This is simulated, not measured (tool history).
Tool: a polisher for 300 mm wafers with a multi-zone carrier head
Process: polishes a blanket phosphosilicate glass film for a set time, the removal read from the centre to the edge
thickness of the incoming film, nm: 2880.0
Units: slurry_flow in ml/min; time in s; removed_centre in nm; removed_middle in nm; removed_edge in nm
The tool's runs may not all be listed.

run,hour,slurry_flow,centre_zone,middle_zone,edge_zone,slurry_solids,time,removed_centre,removed_middle,removed_edge
1,0.0,235,1.00,1.00,1.00,1.00,85,464.61,477.92,474.22
2,6.0,235,1.06,1.00,1.00,1.00,85,494.45,470.07,476.92
3,8.3,235,1.06,1.06,1.00,1.00,85,502.97,493.50,473.58
4,9.2,230,1.02,1.03,0.96,0.85,78,393.39,405.06,402.37
5,17.3,240,1.02,1.05,0.93,0.75,72,346.38,358.98,331.33
6,22.7,240,1.02,1.05,0.93,0.55,72,275.62,285.67,271.98
7,25.3,230,1.00,1.05,0.93,0.55,72,267.55,285.44,266.97

Forecast run 8:
# hour 26.3: worn pad replaced by a new one
8,26.3,220,0.99,1.05,0.94,0.55,72,?,?,?

removed_centre: 306.62 nm
removed_middle: 328.48 nm
removed_edge: 308.92 nm
